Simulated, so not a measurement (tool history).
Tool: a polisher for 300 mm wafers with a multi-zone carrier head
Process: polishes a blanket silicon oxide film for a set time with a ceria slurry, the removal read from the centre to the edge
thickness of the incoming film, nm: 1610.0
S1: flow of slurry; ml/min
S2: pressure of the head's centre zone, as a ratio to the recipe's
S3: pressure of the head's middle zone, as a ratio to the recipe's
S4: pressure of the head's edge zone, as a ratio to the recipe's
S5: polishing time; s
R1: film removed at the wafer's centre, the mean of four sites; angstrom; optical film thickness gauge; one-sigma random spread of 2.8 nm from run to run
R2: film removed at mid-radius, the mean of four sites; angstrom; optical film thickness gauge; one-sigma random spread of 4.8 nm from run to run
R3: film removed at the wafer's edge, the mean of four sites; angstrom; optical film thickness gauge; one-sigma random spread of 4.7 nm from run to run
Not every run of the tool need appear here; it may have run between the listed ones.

| run | day | S1 | S2 | S3 | S4 | S5 | R1 | R2 | R3 |
|---|---|---|---|---|---|---|---|---|---|
| 1 | 0.000 | 125 | 1.00 | 1.00 | 1.00 | 82 | 2544.6 | 2553.8 | 2483.6 |
| 2 | 0.058 | 125 | 1.00 | 1.00 | 1.00 | 91 | 2790.1 | 2827.5 | 2815.8 |
| 3 | 0.271 | 125 | 1.00 | 1.00 | 1.06 | 91 | 2828.6 | 2850.8 | 2831.3 |
| 4 | 0.633 | 125 | 1.00 | 1.00 | 0.99 | 91 | 2824.8 | 2843.9 | 2778.4 |
| 5 | 0.733 | 135 | 1.03 | 1.01 | 1.02 | 98 | 3188.4 | 3167.1 | 3074.7 |
| 6 | 0.983 | 135 | 1.03 | 1.01 | 1.02 | 81 | 2605.8 | 2621.4 | 2535.6 |

Run 7, settings as shown, results not yet in. Your forecast:
| 7 | 1.121 | 145 | 1.06 | 1.01 | 1.05 | 91 | ? | ? | ? |

For run 7 the tool returned R1 3078.0 angstrom, R2 2940.4 angstrom, R3 2859.3 angstrom.

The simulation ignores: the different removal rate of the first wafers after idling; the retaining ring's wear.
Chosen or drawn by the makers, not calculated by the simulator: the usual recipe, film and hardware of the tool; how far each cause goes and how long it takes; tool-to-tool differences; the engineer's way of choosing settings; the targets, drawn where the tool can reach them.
